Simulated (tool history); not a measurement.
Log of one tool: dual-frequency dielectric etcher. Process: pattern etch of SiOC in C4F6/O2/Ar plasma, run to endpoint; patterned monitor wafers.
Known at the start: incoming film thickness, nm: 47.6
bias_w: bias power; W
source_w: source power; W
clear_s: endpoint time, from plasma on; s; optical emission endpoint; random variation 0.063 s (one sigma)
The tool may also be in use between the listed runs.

run 1 day=0.000 | bias_w=499 source_w=270 | clear_s=17.086
run 2 day=0.212 | bias_w=464 source_w=270 | clear_s=17.601
run 3 day=0.583 | bias_w=496 source_w=280 | clear_s=16.811
run 4 day=0.958 | bias_w=496 source_w=320 | clear_s=15.861
run 5 day=1.125 | bias_w=496 source_w=290 | clear_s=16.618
run 6 day=1.196 | bias_w=496 source_w=320 | clear_s=15.934
run 7 day=1.412 | bias_w=513 source_w=320 | clear_s=15.621
run 8 day=1.496 | bias_w=526 source_w=320 | clear_s=15.430

The next listed run, before its measurement:
run 9 day=1.583 | bias_w=537 source_w=320 | clear_s=?

clear_s: 15.354 s
